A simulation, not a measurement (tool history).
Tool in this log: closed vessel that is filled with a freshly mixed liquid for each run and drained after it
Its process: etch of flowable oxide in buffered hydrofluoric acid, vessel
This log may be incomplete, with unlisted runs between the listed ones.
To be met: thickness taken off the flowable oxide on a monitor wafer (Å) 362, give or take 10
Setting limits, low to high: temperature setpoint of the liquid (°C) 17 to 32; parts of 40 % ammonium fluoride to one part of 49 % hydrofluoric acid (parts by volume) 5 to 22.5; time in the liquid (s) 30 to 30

run,hour,temperature setpoint of the liquid (°C),parts of 40 % ammonium fluoride to one part of 49 % hydrofluoric acid (parts by volume),time in the liquid (s),thickness taken off the flowable oxide on a monitor wafer (Å)
1,0,24,13.5,30,675.12
2,7.6,21.5,14.5,30,540.84
3,12.5,21.5,16.5,30,477.29
4,19.5,20,16.5,30,440.59
5,26.2,19,16.5,30,415.39
6,33.8,19,15,30,453.27
7,39.1,18.5,15.5,30,433.17
8,44.4,18,16,30,404.93
9,49.5,18,16,30,402.11
10,55,17.5,16,30,387.01

Which single option among these 4 for the next run brings every result within its allowed miss of target? Just one does.
A,60.5,18,15.5,30,?
B,60.5,19,16.5,30,?
C,60.5,17,17,30,?
D,60.5,18,16,30,?

move,thickness taken off the flowable oxide on a monitor wafer (Å)
A,417.42
B,415.35
C,359.96
D,404.57
A: the biggest miss grows against the last run
B: the biggest miss grows against the last run
C: every result within its allowed miss
D: the biggest miss grows against the last run
Move C is the one to make.
